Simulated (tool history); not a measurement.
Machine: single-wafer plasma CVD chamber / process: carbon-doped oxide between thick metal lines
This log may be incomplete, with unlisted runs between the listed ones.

| run | hour | heater temperature setpoint (K) | chamber pressure (Torr) | RF power (W) | deposition time (s) | mean film thickness on the monitor wafer (Å) |
|---|---|---|---|---|---|---|
| 1 | 0.0 | 608.15 | 4.70 | 565 | 192 | 10285 |
| 2 | 3.5 | 608.15 | 4.70 | 565 | 192 | 10149 |
| 3 | 9.5 | 606.15 | 4.88 | 595 | 192 | 10747 |
| 4 | 16.4 | 606.15 | 5.36 | 595 | 192 | 10848 |
| 5 | 19.4 | 606.15 | 5.36 | 530 | 192 | 10066 |
| 6 | 26.7 | 604.15 | 5.50 | 560 | 192 | 10452 |
| 7 | 34.2 | 603.15 | 5.57 | 590 | 192 | 10977 |
| 8 | 36.5 | 602.15 | 5.67 | 605 | 192 | 11197 |

Forecast run 9:
| 9 | 43.4 | 601.15 | 5.75 | 620 | 192 | ? |

Run 9 gave mean film thickness on the monitor wafer (Å) 11337.
